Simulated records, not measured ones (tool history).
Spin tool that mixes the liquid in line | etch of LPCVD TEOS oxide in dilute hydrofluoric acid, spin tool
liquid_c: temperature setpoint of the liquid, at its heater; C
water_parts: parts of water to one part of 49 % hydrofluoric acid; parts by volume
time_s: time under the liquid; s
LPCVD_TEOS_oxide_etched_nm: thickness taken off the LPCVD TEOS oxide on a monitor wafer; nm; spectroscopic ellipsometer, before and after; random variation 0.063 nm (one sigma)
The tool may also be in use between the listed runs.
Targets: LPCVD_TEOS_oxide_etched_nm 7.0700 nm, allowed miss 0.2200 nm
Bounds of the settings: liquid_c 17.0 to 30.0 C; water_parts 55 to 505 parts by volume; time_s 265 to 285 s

| run | hour | liquid_c | water_parts | time_s | LPCVD_TEOS_oxide_etched_nm |
|---|---|---|---|---|---|
| 1 | 0.0 | 22.0 | 280 | 265 | 11.4680 |
| 2 | 5.0 | 22.0 | 280 | 265 | 11.3300 |
| 3 | 13.1 | 21.0 | 295 | 265 | 10.1310 |
| 4 | 19.7 | 20.5 | 305 | 265 | 9.6338 |
| 5 | 25.9 | 20.5 | 305 | 265 | 9.7533 |
| 6 | 32.3 | 20.5 | 305 | 265 | 9.6595 |
| 7 | 34.7 | 20.0 | 315 | 265 | 9.0052 |
| 8 | 42.4 | 20.0 | 315 | 265 | 8.9968 |
| 9 | 47.8 | 19.5 | 320 | 265 | 8.5820 |
|  | 54.7 | hydrofluoric acid flow meter replaced |
| 10 | 54.7 | 17.0 | 350 | 265 | 7.6970 |
| 11 | 61.6 | 17.0 | 350 | 265 | 7.6284 |

Which of these 5 next moves meets every target?
| A | 68.5 | 18.0 | 380 | 265 | ? |
| B | 68.5 | 18.5 | 360 | 265 | ? |
| C | 68.5 | 17.0 | 345 | 265 | ? |
| D | 68.5 | 17.0 | 395 | 265 | ? |
| E | 68.5 | 17.0 | 355 | 285 | ? |

| move | LPCVD_TEOS_oxide_etched_nm |
|---|---|
| A | 7.1053 |
| B | 7.7617 |
| C | 7.7612 |
| D | 6.5155 |
| E | 8.0469 |
A: meets every target
B: further off than the last run
C: further off than the last run
D: takes the result that was furthest off past its target
E: further off than the last run
The right move is A.
